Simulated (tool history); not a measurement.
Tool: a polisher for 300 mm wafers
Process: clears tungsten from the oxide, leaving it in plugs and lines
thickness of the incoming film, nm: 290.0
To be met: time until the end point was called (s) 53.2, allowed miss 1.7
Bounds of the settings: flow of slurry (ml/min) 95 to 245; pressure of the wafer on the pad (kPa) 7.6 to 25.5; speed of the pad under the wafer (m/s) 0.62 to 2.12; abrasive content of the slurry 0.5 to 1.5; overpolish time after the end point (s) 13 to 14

run	hour	flow of slurry (ml/min)	pressure of the wafer on the pad (kPa)	speed of the pad under the wafer (m/s)	abrasive content of the slurry	overpolish time after the end point (s)	time until the end point was called (s)
1	0	155	16.5	1.36	1	13	79.714
2	4.9	155	16.5	1.14	1	13	94.916
3	9.3	160	18.6	1.14	1	13	84.838
4	12.7	160	18.6	1.46	1	13	66.209
5	16.3	160	18.6	1.12	1	13	85.659
6	21.3	160	20.7	1.12	1	13	77.662
7	26.4	165	21.4	1.14	1	13	72.984
8	35.4	165	21.4	1.14	1	13	72.995
9	39.4	170	22.1	1.16	1	13	69.297
10	46.5	170	22.8	1.18	1	13	66.422
11	50.7	170	23.4	1.2	1	13	63.366
12	56.1	175	24.1	1.22	1	13	59.99
13	58.1	175	24.1	1.24	1	13	58.207
14	59.9	180	24.1	1.24	1	13	60.6
15	68.2	180	24.1	1.24	1	13	58.781
16	71.3	180	24.8	1.26	1	13	57.411
17	75.5	180	24.8	1.28	1	13	55.397

Which of these 4 next moves meets every target?
A	79.7	200	25.5	1.48	0.75	13	?
B	79.7	165	24.8	1.26	1.1	13	?
C	79.7	220	25.5	1.22	0.85	14	?
D	79.7	185	25.5	1.24	1.2	14	?

move	time until the end point was called (s)
A	49.183
B	55.275
C	56.777
D	52.487
A: takes the result that was furthest off past its target
B: nearer than the last run, and not there yet
C: further off than the last run
D: meets every target
Answer: D
